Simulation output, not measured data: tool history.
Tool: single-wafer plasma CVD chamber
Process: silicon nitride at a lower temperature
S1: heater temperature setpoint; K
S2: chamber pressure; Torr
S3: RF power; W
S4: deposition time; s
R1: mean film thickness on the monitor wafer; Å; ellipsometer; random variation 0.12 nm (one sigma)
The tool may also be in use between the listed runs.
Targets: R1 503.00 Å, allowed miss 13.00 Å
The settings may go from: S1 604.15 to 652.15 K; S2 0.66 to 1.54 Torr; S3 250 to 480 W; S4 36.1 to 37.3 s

run	day	S1	S2	S3	S4	R1
1	0.000	628.15	1.10	365	36.1	430.89
2	0.042	634.15	1.10	365	36.1	430.51
3	0.142	634.15	1.16	375	36.2	442.97
4	0.496	634.15	1.20	385	36.3	455.11
5	0.533	634.15	1.23	395	36.4	465.21
6	0.733	634.15	1.26	400	36.5	472.62
7	0.825	634.15	1.28	405	36.5	477.17
8	0.858	634.15	1.30	410	36.5	482.99
9	1.112	634.15	1.31	415	36.5	486.18

Which of these 4 next moves meets every target?
A	1.367	640.15	1.26	390	37.3	?
B	1.367	646.15	1.14	410	36.1	?
C	1.367	627.15	1.46	435	37.3	?
D	1.367	639.15	1.22	440	37.3	?

move	R1
A	473.37
B	454.85
C	522.02
D	496.63
A: further off than the last run
B: further off than the last run
C: takes the result that was furthest off past its target
D: meets every target
The right move is D.
